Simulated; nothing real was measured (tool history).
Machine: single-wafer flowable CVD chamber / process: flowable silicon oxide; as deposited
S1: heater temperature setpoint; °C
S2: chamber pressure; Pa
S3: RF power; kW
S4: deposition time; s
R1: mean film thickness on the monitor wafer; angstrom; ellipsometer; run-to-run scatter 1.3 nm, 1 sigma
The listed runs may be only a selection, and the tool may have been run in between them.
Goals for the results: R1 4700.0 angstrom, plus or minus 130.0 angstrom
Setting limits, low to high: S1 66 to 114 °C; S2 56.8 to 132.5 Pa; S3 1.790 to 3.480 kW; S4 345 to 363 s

run    day  S1     S2     S3   S4      R1
  1  0.000  90   94.7  2.635  363  2799.9
  2  0.183  95   94.7  2.635  363  2403.5
  3  0.271  90   94.8  2.635  363  2805.1
  4  0.588  90  110.3  2.635  363  3229.8
  5  0.833  90  110.3  2.635  363  3218.4
  6  0.971  87  110.4  2.635  363  3498.3
  7  1.321  87  110.4  2.635  363  3498.7
  8  1.650  84  110.5  2.635  363  3783.7
  9  1.779  82  110.7  2.635  363  3998.7
 10  2.112  80  110.8  2.635  363  4230.5
 11  2.371  79  110.8  2.635  363  4349.7
 12  2.650  78  110.8  2.635  363  4455.4
 13  2.733  77  110.8  2.635  363  4554.8

Next run, 5 choices. One meets every target within its allowed miss, the rest don't. Which?
  A  2.817  76  125.6  1.800  363   ?
  B  2.817  67   99.2  2.795  359   ?
  C  2.817  79  111.2  2.685  363   ?
  D  2.817  80  128.4  2.380  354   ?
  E  2.817  73  111.7  2.605  363   ?

move      R1
   A  5039.1
   B  5005.6
   C  4365.7
   D  4707.6
   E  5022.6
A: takes the result that was furthest off past its target
B: takes the result that was furthest off past its target
C: misses by more than the last run did
D: every result lands within tolerance
E: takes the result that was furthest off past its target
D is the move that brings every result within its allowed miss.
